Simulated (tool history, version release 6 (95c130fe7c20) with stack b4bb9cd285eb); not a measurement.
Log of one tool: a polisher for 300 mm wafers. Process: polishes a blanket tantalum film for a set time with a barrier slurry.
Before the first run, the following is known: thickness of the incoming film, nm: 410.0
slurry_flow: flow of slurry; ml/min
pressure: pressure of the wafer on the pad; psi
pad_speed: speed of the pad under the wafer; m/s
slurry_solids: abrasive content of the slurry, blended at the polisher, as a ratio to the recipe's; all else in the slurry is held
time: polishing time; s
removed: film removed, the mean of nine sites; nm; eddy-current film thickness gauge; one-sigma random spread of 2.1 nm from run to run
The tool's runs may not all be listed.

run	hour	slurry_flow	pressure	pad_speed	slurry_solids	time	removed
1	0.0	320	2.5	1.26	1.00	38	104.280
2	1.6	320	2.5	1.26	1.15	38	109.040
3	2.2	320	1.9	1.26	1.15	38	86.424
4	9.5	320	1.9	1.54	1.15	38	103.970
5	16.2	320	2.2	1.56	1.15	38	116.680
6	16.9	320	1.6	1.56	1.15	38	93.468
7	19.5	320	2.0	1.58	1.15	38	111.220
8	24.5	320	2.2	1.60	1.15	38	123.910
9	33.5	320	2.4	1.60	1.15	38	130.170
10	40.8	320	2.5	1.60	1.15	38	133.000
11	46.3	320	2.6	1.60	1.15	38	136.830

For run 12, what comes out?
12	52.9	320	2.7	1.60	1.15	38	?

removed: 139.100 nm

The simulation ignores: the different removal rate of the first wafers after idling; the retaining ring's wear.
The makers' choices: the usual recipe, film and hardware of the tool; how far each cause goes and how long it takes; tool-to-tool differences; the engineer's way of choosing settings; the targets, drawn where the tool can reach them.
